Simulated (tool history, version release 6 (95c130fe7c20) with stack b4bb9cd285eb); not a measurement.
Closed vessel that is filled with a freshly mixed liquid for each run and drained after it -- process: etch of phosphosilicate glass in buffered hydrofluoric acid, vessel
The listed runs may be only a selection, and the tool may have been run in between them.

run	day	temperature setpoint of the liquid (C)	parts of 40 % ammonium fluoride to one part of 49 % hydrofluoric acid (parts by volume)	time in the liquid (s)	thickness taken off the phosphosilicate glass on a monitor wafer (Å)
1	0	24	8	105	4131.6
2	0.075	24.5	8	105	4260.1
3	0.242	24.5	9	105	3720
4	0.5	24.5	9	110	3951.2
5	0.883	25.5	9	110	4135.4
6	1.129	26.5	9	110	4340.7
7	1.512	27	9	110	4473.1

The next listed run, before its measurement:
8	1.55	27.5	9	110	?

{"run 8": {"thickness taken off the phosphosilicate glass on a monitor wafer (Å)": 4559.3}}
